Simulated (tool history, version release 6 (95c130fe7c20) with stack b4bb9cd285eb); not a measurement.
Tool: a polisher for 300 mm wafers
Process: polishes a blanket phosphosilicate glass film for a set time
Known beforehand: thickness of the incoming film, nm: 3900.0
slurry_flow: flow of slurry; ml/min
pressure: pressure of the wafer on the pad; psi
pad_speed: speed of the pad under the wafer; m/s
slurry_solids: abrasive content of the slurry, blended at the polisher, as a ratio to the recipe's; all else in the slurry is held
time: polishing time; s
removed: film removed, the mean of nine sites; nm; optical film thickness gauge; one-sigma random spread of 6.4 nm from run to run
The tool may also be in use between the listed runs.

| run | day | slurry_flow | pressure | pad_speed | slurry_solids | time | removed |
|---|---|---|---|---|---|---|---|
| 1 | 0.000 | 270 | 2.4 | 1.00 | 1.00 | 97 | 526.27 |
| 2 | 0.375 | 270 | 2.4 | 1.00 | 1.00 | 97 | 531.08 |
| 3 | 0.571 | 270 | 2.4 | 1.00 | 1.00 | 102 | 558.31 |
| 4 | 0.862 | 280 | 2.8 | 1.02 | 1.00 | 102 | 656.03 |
| 5 | 0.912 | 280 | 2.8 | 1.20 | 1.00 | 102 | 725.53 |
| 6 | 0.954 | 280 | 2.8 | 1.20 | 0.85 | 102 | 653.64 |

The next listed run, before its measurement:
| 7 | 1.058 | 280 | 2.8 | 1.20 | 0.85 | 102 | ? |

{"run 7": {"removed": 653.55}}
